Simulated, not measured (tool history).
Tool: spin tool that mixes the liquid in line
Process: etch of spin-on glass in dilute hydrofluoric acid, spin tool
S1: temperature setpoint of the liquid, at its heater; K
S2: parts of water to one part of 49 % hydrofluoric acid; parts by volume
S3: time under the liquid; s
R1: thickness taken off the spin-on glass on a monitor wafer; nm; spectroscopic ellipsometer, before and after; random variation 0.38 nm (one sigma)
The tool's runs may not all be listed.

run  hour      S1  S2  S3      R1
  1   0.0  295.15  45  15  21.438
  2   0.9  295.15  55  15  17.426
  3   6.9  296.65  50  15  20.085
  4  15.6  293.65  50  15  17.886
  5  21.1  293.65  35  15  25.977
  6  25.3  295.15  35  15  28.019
  7  32.2  299.15  30  15  38.506
  8  36.2  299.65  30  15  39.737
  9  42.3  300.15  30  15  40.437

The next listed run, before its measurement:
 10  49.3  300.65  30  15   ?

Run 10 gave R1 41.092 nm.
